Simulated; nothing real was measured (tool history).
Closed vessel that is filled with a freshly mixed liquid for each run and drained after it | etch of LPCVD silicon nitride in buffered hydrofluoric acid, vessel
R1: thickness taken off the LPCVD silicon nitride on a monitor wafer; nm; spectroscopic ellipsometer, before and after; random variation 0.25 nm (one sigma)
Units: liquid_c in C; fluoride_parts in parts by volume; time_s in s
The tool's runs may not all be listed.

{"run": 1, "hour": 0.0, "liquid_c": 21.0, "fluoride_parts": 7.5, "time_s": 2175, "R1": 35.836}
{"run": 2, "hour": 8.4, "liquid_c": 20.0, "fluoride_parts": 8.0, "time_s": 2175, "R1": 31.889}
{"run": 3, "hour": 10.6, "liquid_c": 19.0, "fluoride_parts": 8.0, "time_s": 2175, "R1": 29.888}
{"run": 4, "hour": 19.2, "liquid_c": 19.0, "fluoride_parts": 8.0, "time_s": 2320, "R1": 32.247}
{"run": 5, "hour": 22.0, "liquid_c": 19.0, "fluoride_parts": 8.0, "time_s": 2175, "R1": 30.167}
{"run": 6, "hour": 31.0, "liquid_c": 18.5, "fluoride_parts": 8.0, "time_s": 2175, "R1": 29.724}
{"run": 7, "hour": 39.5, "liquid_c": 18.0, "fluoride_parts": 8.0, "time_s": 2175, "R1": 28.374}

The next listed run, before its measurement:
{"run": 8, "hour": 49.1, "liquid_c": 17.5, "fluoride_parts": 8.0, "time_s": 2175, "R1": "?"}

R1: 27.915 nm
